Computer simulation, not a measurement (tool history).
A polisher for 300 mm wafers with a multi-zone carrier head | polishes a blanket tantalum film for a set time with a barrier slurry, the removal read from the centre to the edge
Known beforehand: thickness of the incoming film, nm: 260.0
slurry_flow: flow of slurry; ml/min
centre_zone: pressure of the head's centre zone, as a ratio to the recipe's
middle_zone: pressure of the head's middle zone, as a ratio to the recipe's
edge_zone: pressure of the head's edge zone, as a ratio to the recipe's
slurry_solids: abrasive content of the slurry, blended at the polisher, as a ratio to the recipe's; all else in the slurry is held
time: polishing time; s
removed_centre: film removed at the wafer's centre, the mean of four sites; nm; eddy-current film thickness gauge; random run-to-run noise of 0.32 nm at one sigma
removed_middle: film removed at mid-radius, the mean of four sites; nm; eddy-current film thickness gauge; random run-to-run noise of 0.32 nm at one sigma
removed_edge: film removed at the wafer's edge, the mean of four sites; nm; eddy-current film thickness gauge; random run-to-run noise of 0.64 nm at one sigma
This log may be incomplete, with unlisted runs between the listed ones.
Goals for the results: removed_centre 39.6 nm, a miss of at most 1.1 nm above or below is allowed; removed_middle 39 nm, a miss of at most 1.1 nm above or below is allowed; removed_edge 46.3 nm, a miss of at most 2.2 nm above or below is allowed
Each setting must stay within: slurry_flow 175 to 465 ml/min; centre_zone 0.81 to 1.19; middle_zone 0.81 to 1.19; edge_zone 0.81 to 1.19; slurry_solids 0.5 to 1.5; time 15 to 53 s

| run | hour | slurry_flow | centre_zone | middle_zone | edge_zone | slurry_solids | time | removed_centre | removed_middle | removed_edge |
|---|---|---|---|---|---|---|---|---|---|---|
| 1 | 0 | 295 | 1 | 1 | 1 | 1 | 34 | 62.184 | 61.866 | 63.988 |
| 2 | 2.4 | 360 | 1 | 1 | 1 | 1 | 34 | 63.253 | 63.956 | 62.669 |
| 3 | 9 | 360 | 1 | 1 | 1.05 | 1 | 34 | 63.141 | 63.468 | 64.466 |
| 4 | 16.3 | 350 | 0.96 | 0.94 | 1.03 | 0.85 | 32 | 55.093 | 55.175 | 58.27 |
| 5 | 17.7 | 350 | 0.96 | 0.99 | 1.03 | 0.85 | 32 | 54.878 | 56.926 | 57.834 |
| 6 | 20 | 350 | 0.96 | 0.99 | 0.95 | 0.85 | 32 | 54.764 | 57.181 | 56.524 |
| 7 | 20.8 | 350 | 0.96 | 0.99 | 0.95 | 0.85 | 32 | 55.22 | 56.783 | 56.042 |
| 8 | 23.5 | 330 | 0.93 | 0.93 | 0.95 | 0.75 | 31 | 49.532 | 50.911 | 53.93 |
| 9 | 28.6 | 325 | 0.92 | 0.89 | 0.94 | 0.65 | 30 | 45.783 | 45.708 | 49.844 |
| 10 | 35.3 | 305 | 0.9 | 0.86 | 0.93 | 0.6 | 30 | 43.811 | 44.04 | 47.62 |
| 11 | 40.6 | 305 | 0.89 | 0.84 | 0.97 | 0.55 | 29 | 41.565 | 40.966 | 47.484 |
| 12 | 46.9 | 290 | 0.88 | 0.83 | 0.97 | 0.55 | 29 | 40.655 | 40.366 | 46.31 |

Exercise: of the 4 proposed moves below, exactly one satisfies all targets within the stated allowed misses. Which move is it?
| A | 53.2 | 285 | 0.91 | 0.86 | 0.95 | 0.55 | 29 | ? | ? | ? |
| B | 53.2 | 235 | 0.87 | 0.81 | 0.96 | 0.95 | 26 | ? | ? | ? |
| C | 53.2 | 325 | 0.94 | 0.81 | 1.02 | 0.5 | 28 | ? | ? | ? |
| D | 53.2 | 225 | 0.94 | 0.96 | 0.82 | 0.5 | 28 | ? | ? | ? |

| move | removed_centre | removed_middle | removed_edge |
|---|---|---|---|
| A | 42.172 | 40.722 | 46.206 |
| B | 39.709 | 38.383 | 46.109 |
| C | 41.749 | 37.178 | 45.595 |
| D | 40.114 | 41.025 | 40.186 |
A: misses by more than the last run did
B: in spec on every target
C: pushes the last run's worst result past its target
D: misses by more than the last run did
Answer: B

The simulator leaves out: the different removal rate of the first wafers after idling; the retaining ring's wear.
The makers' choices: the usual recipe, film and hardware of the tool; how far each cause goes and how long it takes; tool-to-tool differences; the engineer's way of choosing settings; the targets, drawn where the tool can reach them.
